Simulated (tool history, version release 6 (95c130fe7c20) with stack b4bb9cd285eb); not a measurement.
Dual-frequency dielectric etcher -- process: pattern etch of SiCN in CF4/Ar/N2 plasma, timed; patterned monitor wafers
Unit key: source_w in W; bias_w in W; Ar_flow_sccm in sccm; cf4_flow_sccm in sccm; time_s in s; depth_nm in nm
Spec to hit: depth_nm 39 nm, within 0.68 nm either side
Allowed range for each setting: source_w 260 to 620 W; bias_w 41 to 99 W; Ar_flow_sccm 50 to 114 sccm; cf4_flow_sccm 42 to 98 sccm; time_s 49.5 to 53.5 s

run 1 hour=0 | source_w=440 bias_w=70 Ar_flow_sccm=82 cf4_flow_sccm=70 time_s=53.5 | depth_nm=50.999
run 2 hour=7.5 | source_w=420 bias_w=70 Ar_flow_sccm=82 cf4_flow_sccm=70 time_s=53.5 | depth_nm=48.487
run 3 hour=8.4 | source_w=420 bias_w=70 Ar_flow_sccm=82 cf4_flow_sccm=61 time_s=53.5 | depth_nm=47.297
run 4 hour=11.3 | source_w=420 bias_w=70 Ar_flow_sccm=82 cf4_flow_sccm=61 time_s=53.5 | depth_nm=47.127
run 5 hour=18.6 | source_w=420 bias_w=70 Ar_flow_sccm=88 cf4_flow_sccm=61 time_s=53.5 | depth_nm=46.903
run 6 hour=27.1 | source_w=410 bias_w=70 Ar_flow_sccm=88 cf4_flow_sccm=61 time_s=53.5 | depth_nm=45.427
-- hour=35.7 wet clean of the chamber
run 7 hour=35.7 | source_w=410 bias_w=70 Ar_flow_sccm=88 cf4_flow_sccm=61 time_s=53.5 | depth_nm=44.536
run 8 hour=44.4 | source_w=330 bias_w=69 Ar_flow_sccm=88 cf4_flow_sccm=61 time_s=53.5 | depth_nm=35.086
run 9 hour=50.6 | source_w=350 bias_w=69 Ar_flow_sccm=88 cf4_flow_sccm=61 time_s=53.5 | depth_nm=37.473

Next run, 4 choices. One meets every target within its allowed miss, the rest don't. Which?
run A hour=56.8 | source_w=350 bias_w=71 Ar_flow_sccm=83 cf4_flow_sccm=60 time_s=53 | depth_nm=?
run B hour=56.8 | source_w=360 bias_w=67 Ar_flow_sccm=89 cf4_flow_sccm=60 time_s=53.5 | depth_nm=?
run C hour=56.8 | source_w=390 bias_w=65 Ar_flow_sccm=95 cf4_flow_sccm=78 time_s=49.5 | depth_nm=?
run D hour=56.8 | source_w=350 bias_w=70 Ar_flow_sccm=92 cf4_flow_sccm=62 time_s=53.5 | depth_nm=?

move=A depth_nm=37.345
move=B depth_nm=37.569
move=C depth_nm=38.977
move=D depth_nm=37.237
A: lands further from the targets than the last run did
B: gains on the last run, yet a result remains outside its allowed miss
C: each result inside its tolerance
D: lands further from the targets than the last run did
So the answer is move C, the one that meets all the targets.

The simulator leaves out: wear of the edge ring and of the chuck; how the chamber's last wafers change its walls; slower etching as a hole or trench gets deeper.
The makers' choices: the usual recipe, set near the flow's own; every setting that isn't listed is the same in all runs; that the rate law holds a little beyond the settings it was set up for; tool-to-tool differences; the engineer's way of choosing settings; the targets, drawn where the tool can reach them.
